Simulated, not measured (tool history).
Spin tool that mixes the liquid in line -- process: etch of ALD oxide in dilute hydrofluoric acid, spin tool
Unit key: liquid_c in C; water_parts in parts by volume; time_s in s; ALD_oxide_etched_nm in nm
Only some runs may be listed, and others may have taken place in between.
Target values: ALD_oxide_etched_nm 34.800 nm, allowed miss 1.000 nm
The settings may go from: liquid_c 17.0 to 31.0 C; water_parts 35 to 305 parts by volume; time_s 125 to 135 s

run 1 hour=0.0 | liquid_c=23.0 water_parts=170 time_s=125 | ALD_oxide_etched_nm=14.898
run 2 hour=2.6 | liquid_c=20.0 water_parts=170 time_s=125 | ALD_oxide_etched_nm=13.348
run 3 hour=5.0 | liquid_c=22.0 water_parts=150 time_s=125 | ALD_oxide_etched_nm=16.740
run 4 hour=7.1 | liquid_c=23.5 water_parts=140 time_s=125 | ALD_oxide_etched_nm=19.169
run 5 hour=10.9 | liquid_c=25.5 water_parts=140 time_s=125 | ALD_oxide_etched_nm=20.682
run 6 hour=19.5 | liquid_c=26.5 water_parts=130 time_s=125 | ALD_oxide_etched_nm=23.415
run 7 hour=21.8 | liquid_c=26.5 water_parts=130 time_s=125 | ALD_oxide_etched_nm=23.495
run 8 hour=27.6 | liquid_c=27.5 water_parts=125 time_s=125 | ALD_oxide_etched_nm=25.435
run 9 hour=33.1 | liquid_c=28.0 water_parts=120 time_s=125 | ALD_oxide_etched_nm=27.040
run 10 hour=36.0 | liquid_c=28.5 water_parts=115 time_s=125 | ALD_oxide_etched_nm=29.088
run 11 hour=44.9 | liquid_c=28.5 water_parts=115 time_s=125 | ALD_oxide_etched_nm=28.984
run 12 hour=48.1 | liquid_c=29.0 water_parts=115 time_s=125 | ALD_oxide_etched_nm=29.590
run 13 hour=48.7 | liquid_c=29.5 water_parts=115 time_s=125 | ALD_oxide_etched_nm=30.173
run 14 hour=54.5 | liquid_c=31.0 water_parts=100 time_s=125 | ALD_oxide_etched_nm=37.511
run 15 hour=63.0 | liquid_c=30.5 water_parts=100 time_s=125 | ALD_oxide_etched_nm=36.776
run 16 hour=71.8 | liquid_c=30.0 water_parts=100 time_s=125 | ALD_oxide_etched_nm=36.149
-- hour=79.9 thermometer replaced
run 17 hour=79.9 | liquid_c=29.5 water_parts=100 time_s=125 | ALD_oxide_etched_nm=33.028
run 18 hour=85.1 | liquid_c=30.0 water_parts=100 time_s=125 | ALD_oxide_etched_nm=33.603

4 candidate next runs follow, results not yet known. Just one meets every target within its allowed miss. Identify it.
run A hour=90.3 | liquid_c=30.5 water_parts=110 time_s=130 | ALD_oxide_etched_nm=?
run B hour=90.3 | liquid_c=30.5 water_parts=95 time_s=130 | ALD_oxide_etched_nm=?
run C hour=90.3 | liquid_c=26.0 water_parts=85 time_s=125 | ALD_oxide_etched_nm=?
run D hour=90.3 | liquid_c=31.0 water_parts=100 time_s=135 | ALD_oxide_etched_nm=?

move=A ALD_oxide_etched_nm=31.988
move=B ALD_oxide_etched_nm=37.838
move=C ALD_oxide_etched_nm=34.681
move=D ALD_oxide_etched_nm=37.758
A: moves away from the targets compared with the last run
B: takes the result that was furthest off past its target
C: meets every target
D: takes the result that was furthest off past its target
The right move is C.

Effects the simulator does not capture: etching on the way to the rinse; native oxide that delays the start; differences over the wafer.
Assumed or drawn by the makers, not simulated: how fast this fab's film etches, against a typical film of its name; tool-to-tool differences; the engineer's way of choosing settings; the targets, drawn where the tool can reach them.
